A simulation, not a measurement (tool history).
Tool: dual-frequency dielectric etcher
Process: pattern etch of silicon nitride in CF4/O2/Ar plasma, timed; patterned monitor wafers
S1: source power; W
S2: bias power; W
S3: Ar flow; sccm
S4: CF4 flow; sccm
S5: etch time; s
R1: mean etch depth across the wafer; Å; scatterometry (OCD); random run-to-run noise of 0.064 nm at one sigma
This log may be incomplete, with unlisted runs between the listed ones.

run	day	S1	S2	S3	S4	S5	R1
1	0.000	460	45	117	133	6.5	114.020
2	0.067	440	45	117	133	6.5	108.550
3	0.100	440	39	117	133	6.5	101.530
4	0.367	530	39	117	133	6.5	123.140
5	0.400	460	39	117	133	6.5	107.470
6	0.554	450	39	117	133	6.5	105.200

What will run 7 give?
7	0.904	400	39	117	133	6.5	?

Run 7 measured R1 91.894 Å.
